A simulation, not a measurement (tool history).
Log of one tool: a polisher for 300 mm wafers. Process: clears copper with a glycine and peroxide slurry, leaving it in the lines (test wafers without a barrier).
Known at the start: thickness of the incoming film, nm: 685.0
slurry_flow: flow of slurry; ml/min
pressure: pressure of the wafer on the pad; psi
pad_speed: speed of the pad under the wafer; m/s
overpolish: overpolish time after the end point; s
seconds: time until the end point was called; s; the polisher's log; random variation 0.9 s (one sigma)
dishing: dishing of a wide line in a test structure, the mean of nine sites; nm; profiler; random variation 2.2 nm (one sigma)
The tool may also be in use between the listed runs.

run,hour,slurry_flow,pressure,pad_speed,overpolish,seconds,dishing
1,0.0,135,2.2,0.94,17,125.94,61.472
2,5.5,135,2.6,0.94,17,110.44,66.507
3,7.3,140,2.7,0.94,19,107.44,76.419
4,12.3,145,2.8,0.94,20,102.79,81.576
5,17.6,145,2.3,0.94,20,121.66,70.941
# hour 20.0: head pressure recalibrated
6,20.0,150,2.5,0.94,21,121.19,74.239
7,24.4,140,2.6,0.94,21,120.98,74.097
8,29.2,155,2.6,0.94,21,118.04,78.630

Run 9 comes next. What will it give?
9,33.7,150,2.8,0.94,21,?,?

seconds: 110.32 s
dishing: 79.695 nm
